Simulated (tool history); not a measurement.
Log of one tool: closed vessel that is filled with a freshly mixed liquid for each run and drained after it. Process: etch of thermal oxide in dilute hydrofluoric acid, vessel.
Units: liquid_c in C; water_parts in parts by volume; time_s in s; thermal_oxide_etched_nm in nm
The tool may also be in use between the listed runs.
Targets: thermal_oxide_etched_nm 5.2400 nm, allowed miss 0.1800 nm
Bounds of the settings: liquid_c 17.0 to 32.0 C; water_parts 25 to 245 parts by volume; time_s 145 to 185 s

run  hour  liquid_c  water_parts  time_s  thermal_oxide_etched_nm
  1   0.0      24.0          135     185                   6.4303
  2   8.6      24.0          135     185                   6.5643
  3  14.2      22.0          135     185                   5.9023
  4  20.9      21.5          135     185                   5.9427
  5  29.0      21.5          135     145                   4.5694
  6  35.6      22.0          135     145                   4.6821
  7  39.4      22.5          135     145                   4.7635
  8  45.1      23.0          135     145                   4.8796
  9  48.4      23.5          135     145                   4.9922
 10  53.1      24.0          135     145                   5.0418

Which of these 5 next moves meets every target?
  A  57.8      25.0          170     175                        ?
  B  57.8      28.0          175     175                        ?
  C  57.8      23.0          135     145                        ?
  D  57.8      25.5          145     170                        ?
  E  57.8      21.0          130     150                        ?

move  thermal_oxide_etched_nm
   A                   4.8420
   B                   5.2197
   C                   4.8713
   D                   5.7852
   E                   4.8630
A: further off than the last run
B: meets every target
C: further off than the last run
D: takes the result that was furthest off past its target
E: further off than the last run
The right move is B.

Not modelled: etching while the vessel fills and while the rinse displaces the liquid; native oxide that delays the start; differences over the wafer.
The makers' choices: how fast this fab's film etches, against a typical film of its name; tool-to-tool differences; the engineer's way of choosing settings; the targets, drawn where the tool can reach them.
